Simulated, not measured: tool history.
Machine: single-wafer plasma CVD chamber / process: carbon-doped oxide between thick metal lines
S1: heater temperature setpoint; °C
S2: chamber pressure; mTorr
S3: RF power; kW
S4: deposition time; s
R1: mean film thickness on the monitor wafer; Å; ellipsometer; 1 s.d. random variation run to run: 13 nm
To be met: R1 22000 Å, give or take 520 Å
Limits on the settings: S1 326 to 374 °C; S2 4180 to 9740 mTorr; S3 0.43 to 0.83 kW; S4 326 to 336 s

run 1 day=0 | S1=350 S2=6960 S3=0.63 S4=326 | R1=19086
run 2 day=0.346 | S1=350 S2=6160 S3=0.63 S4=326 | R1=18795
run 3 day=0.567 | S1=349 S2=6280 S3=0.645 S4=327 | R1=19200
run 4 day=0.692 | S1=349 S2=6280 S3=0.7 S4=327 | R1=19958
run 5 day=0.738 | S1=353 S2=6280 S3=0.7 S4=327 | R1=19678
run 6 day=0.925 | S1=353 S2=6280 S3=0.745 S4=327 | R1=20380
run 7 day=1.188 | S1=352 S2=6380 S3=0.75 S4=327 | R1=20828
run 8 day=1.392 | S1=351 S2=6460 S3=0.75 S4=327 | R1=20822
run 9 day=1.546 | S1=350 S2=6540 S3=0.755 S4=327 | R1=20898

Exactly one of the 4 candidate moves below puts every result within its allowed miss. Which one?
run A day=1.7 | S1=347 S2=6710 S3=0.73 S4=326 | R1=?
run B day=1.7 | S1=354 S2=5980 S3=0.745 S4=336 | R1=?
run C day=1.7 | S1=343 S2=6800 S3=0.82 S4=326 | R1=?
run D day=1.7 | S1=334 S2=9590 S3=0.77 S4=334 | R1=?

move=A R1=20555
move=B R1=20827
move=C R1=22120
move=D R1=22961
A: lands further from the targets than the last run did
B: lands further from the targets than the last run did
C: all results land within tolerance of their targets
D: takes the biggest miss from the last run beyond its target
Move C is the one to make.
